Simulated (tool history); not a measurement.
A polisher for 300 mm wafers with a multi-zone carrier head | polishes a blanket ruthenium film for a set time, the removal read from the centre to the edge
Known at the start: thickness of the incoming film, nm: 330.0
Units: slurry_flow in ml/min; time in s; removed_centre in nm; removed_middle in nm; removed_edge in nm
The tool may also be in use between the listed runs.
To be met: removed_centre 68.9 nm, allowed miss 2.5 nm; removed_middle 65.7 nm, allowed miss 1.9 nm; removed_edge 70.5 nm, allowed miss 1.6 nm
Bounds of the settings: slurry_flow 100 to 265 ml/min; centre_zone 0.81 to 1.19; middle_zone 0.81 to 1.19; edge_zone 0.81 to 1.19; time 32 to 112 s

run 1 hour=0 | slurry_flow=170 centre_zone=1 middle_zone=1 edge_zone=1 time=72 | removed_centre=75.315 removed_middle=75.193 removed_edge=73.649
run 2 hour=6 | slurry_flow=170 centre_zone=1 middle_zone=1 edge_zone=1 time=82 | removed_centre=86.332 removed_middle=84.811 removed_edge=85.976
run 3 hour=11.6 | slurry_flow=170 centre_zone=0.95 middle_zone=1 edge_zone=1 time=82 | removed_centre=80.942 removed_middle=83.823 removed_edge=84.92
run 4 hour=15.9 | slurry_flow=170 centre_zone=0.9 middle_zone=1 edge_zone=1 time=82 | removed_centre=75.881 removed_middle=84.119 removed_edge=84.546
run 5 hour=18 | slurry_flow=160 centre_zone=0.9 middle_zone=0.96 edge_zone=0.96 time=81 | removed_centre=74.708 removed_middle=79.308 removed_edge=81.884
run 6 hour=25.3 | slurry_flow=160 centre_zone=0.9 middle_zone=0.96 edge_zone=0.96 time=73 | removed_centre=67.791 removed_middle=71.471 removed_edge=74.06
run 7 hour=32.8 | slurry_flow=160 centre_zone=0.9 middle_zone=0.96 edge_zone=0.96 time=73 | removed_centre=67.439 removed_middle=72.247 removed_edge=73.561
run 8 hour=40.1 | slurry_flow=150 centre_zone=0.91 middle_zone=0.94 edge_zone=0.95 time=73 | removed_centre=66.501 removed_middle=69.302 removed_edge=72.658
run 9 hour=43.2 | slurry_flow=150 centre_zone=0.92 middle_zone=0.93 edge_zone=0.94 time=73 | removed_centre=68.925 removed_middle=69.641 removed_edge=71.268
run 10 hour=49.8 | slurry_flow=150 centre_zone=0.92 middle_zone=0.93 edge_zone=0.94 time=73 | removed_centre=68.226 removed_middle=68.003 removed_edge=71.806

4 next moves are on the table. One of them brings every result within its allowed miss. Which?
run A hour=56.4 | slurry_flow=140 centre_zone=0.89 middle_zone=0.87 edge_zone=0.94 time=76 | removed_centre=? removed_middle=? removed_edge=?
run B hour=56.4 | slurry_flow=200 centre_zone=0.89 middle_zone=0.84 edge_zone=0.86 time=72 | removed_centre=? removed_middle=? removed_edge=?
run C hour=56.4 | slurry_flow=140 centre_zone=0.96 middle_zone=1.02 edge_zone=0.9 time=72 | removed_centre=? removed_middle=? removed_edge=?
run D hour=56.4 | slurry_flow=135 centre_zone=0.95 middle_zone=0.86 edge_zone=1 time=74 | removed_centre=? removed_middle=? removed_edge=?

move=A removed_centre=67.964 removed_middle=67.676 removed_edge=73.946
move=B removed_centre=68.891 removed_middle=66.18 removed_edge=70.297
move=C removed_centre=69.567 removed_middle=73.211 removed_edge=68.52
move=D removed_centre=70.084 removed_middle=64.765 removed_edge=73.775
A: further off than the last run
B: meets every target
C: further off than the last run
D: brings the result that was furthest off to its target, and leaves another outside
The right move is B.
